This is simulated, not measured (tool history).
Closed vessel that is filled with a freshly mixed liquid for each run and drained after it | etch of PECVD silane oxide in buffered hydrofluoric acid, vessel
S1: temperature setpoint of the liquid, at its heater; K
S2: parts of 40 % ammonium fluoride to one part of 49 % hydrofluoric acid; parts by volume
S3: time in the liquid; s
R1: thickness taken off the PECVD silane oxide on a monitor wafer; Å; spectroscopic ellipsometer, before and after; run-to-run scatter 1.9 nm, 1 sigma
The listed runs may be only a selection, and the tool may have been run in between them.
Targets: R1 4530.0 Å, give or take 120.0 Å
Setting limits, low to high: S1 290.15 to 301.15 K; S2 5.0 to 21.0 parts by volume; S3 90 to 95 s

run 1 hour=0.0 | S1=293.15 S2=13.0 S3=90 | R1=1668.5
run 2 hour=5.5 | S1=294.15 S2=12.0 S3=90 | R1=1900.7
run 3 hour=8.4 | S1=294.15 S2=15.0 S3=90 | R1=1518.8
run 4 hour=9.6 | S1=295.15 S2=13.5 S3=90 | R1=1779.3
run 5 hour=18.4 | S1=296.15 S2=12.5 S3=90 | R1=2044.4
run 6 hour=24.6 | S1=296.65 S2=11.5 S3=90 | R1=2285.5
run 7 hour=31.5 | S1=297.15 S2=10.5 S3=90 | R1=2574.6
run 8 hour=33.8 | S1=301.15 S2=6.5 S3=90 | R1=4990.8
run 9 hour=41.5 | S1=300.15 S2=6.5 S3=90 | R1=4750.6
-- hour=47.6 hydrofluoric acid flow meter replaced
run 10 hour=47.6 | S1=299.65 S2=6.5 S3=90 | R1=4930.4
run 11 hour=52.0 | S1=299.15 S2=6.5 S3=90 | R1=4855.5
run 12 hour=54.4 | S1=298.65 S2=6.5 S3=90 | R1=4674.9
run 13 hour=55.2 | S1=298.65 S2=6.5 S3=90 | R1=4680.1

Which single option among these 5 for the next run brings every result within its allowed miss of target? Just one does.
run A hour=56.0 | S1=298.15 S2=7.0 S3=95 | R1=?
run B hour=56.0 | S1=298.65 S2=6.5 S3=95 | R1=?
run C hour=56.0 | S1=300.65 S2=8.0 S3=90 | R1=?
run D hour=56.0 | S1=295.15 S2=5.5 S3=95 | R1=?
run E hour=56.0 | S1=299.15 S2=7.0 S3=95 | R1=?

move=A R1=4534.9
move=B R1=4968.4
move=C R1=4253.4
move=D R1=4736.6
move=E R1=4786.1
A: all results in spec
B: misses by more than the last run did
C: takes the biggest miss from the last run beyond its target
D: misses by more than the last run did
E: misses by more than the last run did
Go with A: it meets all targets.

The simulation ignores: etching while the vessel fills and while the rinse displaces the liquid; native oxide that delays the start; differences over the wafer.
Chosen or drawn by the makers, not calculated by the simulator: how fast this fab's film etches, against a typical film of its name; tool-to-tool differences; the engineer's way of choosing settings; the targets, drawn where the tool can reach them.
